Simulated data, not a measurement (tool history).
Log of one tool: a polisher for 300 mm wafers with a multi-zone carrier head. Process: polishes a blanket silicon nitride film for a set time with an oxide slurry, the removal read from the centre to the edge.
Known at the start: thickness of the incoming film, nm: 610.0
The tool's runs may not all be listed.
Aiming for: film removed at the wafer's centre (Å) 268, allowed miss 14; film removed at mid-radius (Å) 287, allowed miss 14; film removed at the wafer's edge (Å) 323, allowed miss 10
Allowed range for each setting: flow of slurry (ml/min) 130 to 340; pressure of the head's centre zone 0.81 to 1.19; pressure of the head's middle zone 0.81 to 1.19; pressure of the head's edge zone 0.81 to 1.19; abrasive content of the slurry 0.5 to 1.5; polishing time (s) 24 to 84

run	hour	flow of slurry (ml/min)	pressure of the head's centre zone	pressure of the head's middle zone	pressure of the head's edge zone	abrasive content of the slurry	polishing time (s)	film removed at the wafer's centre (Å)	film removed at mid-radius (Å)	film removed at the wafer's edge (Å)
1	0	220	1	1	1	1	54	294.91	269.96	268.58
2	7.6	220	0.97	0.99	1.04	1.05	54	296.46	273.87	286.57
3	14.1	220	0.97	0.99	1.1	1.05	54	306.92	283.56	294.73
4	21.4	220	0.97	0.99	1.14	1.05	54	301.84	281.31	300.9
5	25.5	220	0.97	0.99	1.07	1.05	54	299.09	283.61	288.79
# hour 33.7: centre zone pressure recalibrated
6	33.7	220	0.94	0.97	1.09	1.05	54	262.43	279.47	291.4
7	35.8	245	0.97	0.92	1.18	1.2	54	295.28	294.05	335.48
8	41.7	245	0.96	0.92	1.17	1.2	54	285.54	288.34	332.58

5 candidate next runs follow, results not yet known. Just one meets every target within its allowed miss. Identify it.
A	47.6	305	0.9	0.87	1.17	1.25	56	?	?	?
B	47.6	285	0.91	0.94	1.19	1.2	52	?	?	?
C	47.6	275	0.93	0.81	1.19	1.45	49	?	?	?
D	47.6	230	0.88	0.91	1.19	1.2	55	?	?	?
E	47.6	240	1.03	0.87	1.19	1.2	55	?	?	?

move	film removed at the wafer's centre (Å)	film removed at mid-radius (Å)	film removed at the wafer's edge (Å)
A	298.2	305.97	363.22
B	272.03	289.91	331.02
C	285.69	271.8	341.27
D	270.19	292.73	343.44
E	318.59	285.99	345.04
A: its largest miss is bigger than the last run's
B: all results land within tolerance of their targets
C: its largest miss is bigger than the last run's
D: brings the result that was furthest off to its target, and leaves another outside
E: its largest miss is bigger than the last run's
B meets every target.

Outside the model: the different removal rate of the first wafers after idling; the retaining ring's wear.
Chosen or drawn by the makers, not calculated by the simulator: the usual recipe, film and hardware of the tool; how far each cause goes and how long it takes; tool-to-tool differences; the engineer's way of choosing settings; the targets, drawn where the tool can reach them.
